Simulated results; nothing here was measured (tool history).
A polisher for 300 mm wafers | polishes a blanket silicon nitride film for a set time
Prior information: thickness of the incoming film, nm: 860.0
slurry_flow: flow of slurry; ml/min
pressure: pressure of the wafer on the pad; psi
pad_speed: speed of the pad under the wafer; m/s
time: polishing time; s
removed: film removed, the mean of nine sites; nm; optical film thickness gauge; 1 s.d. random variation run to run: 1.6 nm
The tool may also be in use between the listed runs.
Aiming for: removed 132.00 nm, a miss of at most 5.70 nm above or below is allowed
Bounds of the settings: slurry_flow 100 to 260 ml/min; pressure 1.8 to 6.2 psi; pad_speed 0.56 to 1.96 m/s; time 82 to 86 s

run  hour  slurry_flow  pressure  pad_speed  time  removed
  1   0.0          165       4.0       1.26    82   168.14
  2   5.2          165       4.0       1.26    82   164.43
  3  12.6          165       4.0       1.56    82   204.50
  4  14.7          165       4.0       1.28    82   170.89
  5  19.6          210       4.0       1.28    82   175.56
  6  26.1          210       3.9       1.28    82   170.52
  7  32.2          210       3.9       1.28    82   170.69
  8  38.3          210       3.8       1.28    82   166.41
  9  42.7          210       3.7       1.28    82   159.54
 10  47.1          210       3.6       1.28    82   156.09
 11  53.4          210       3.6       1.28    82   155.64
 12  56.7          210       3.5       1.28    82   153.99
 13  65.4          210       3.4       1.28    82   150.04
 14  74.1          210       3.4       1.28    82   153.59
 15  77.8          210       3.3       1.28    82   143.41

Which one of the following 5 next-run settings gets every result inside its allowed miss? There is exactly one.
  A  81.5          200       3.3       1.40    82        ?
  B  81.5          255       2.8       1.36    82        ?
  C  81.5          200       4.0       1.08    86        ?
  D  81.5          210       3.2       1.40    86        ?
  E  81.5          215       3.6       1.18    83        ?

move  removed
   A   155.93
   B   133.21
   C   160.05
   D   159.55
   E   150.82
A: misses by more than the last run did
B: hits every target within its allowed miss
C: misses by more than the last run did
D: misses by more than the last run did
E: misses by more than the last run did
B meets every target.
